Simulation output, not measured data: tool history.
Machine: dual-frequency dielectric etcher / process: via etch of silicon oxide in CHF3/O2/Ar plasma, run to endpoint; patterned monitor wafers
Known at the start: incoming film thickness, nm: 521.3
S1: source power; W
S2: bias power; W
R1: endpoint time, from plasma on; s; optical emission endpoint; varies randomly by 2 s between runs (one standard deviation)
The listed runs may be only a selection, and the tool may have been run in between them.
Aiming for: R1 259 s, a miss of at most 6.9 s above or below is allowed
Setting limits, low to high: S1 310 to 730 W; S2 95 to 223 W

run,hour,S1,S2,R1
1,0,520,159,332.79
2,2.8,590,176,306.5
3,6.5,640,188,284.37
4,10.3,670,193,274.43
5,18.1,670,166,286.65
6,23.3,710,166,278.75
7,27.2,720,176,273.52
8,30.1,720,185,269.78

Consider the 4 candidate settings below. Which is the only one whose results all fall within their allowed miss of target?
A,33,730,167,?
B,33,680,185,?
C,33,730,200,?
D,33,730,162,?

move,R1
A,277.61
B,280.14
C,264.21
D,279.85
A: its largest miss is bigger than the last run's
B: its largest miss is bigger than the last run's
C: hits every target within its allowed miss
D: its largest miss is bigger than the last run's
So the answer is move C, the one that meets all the targets.

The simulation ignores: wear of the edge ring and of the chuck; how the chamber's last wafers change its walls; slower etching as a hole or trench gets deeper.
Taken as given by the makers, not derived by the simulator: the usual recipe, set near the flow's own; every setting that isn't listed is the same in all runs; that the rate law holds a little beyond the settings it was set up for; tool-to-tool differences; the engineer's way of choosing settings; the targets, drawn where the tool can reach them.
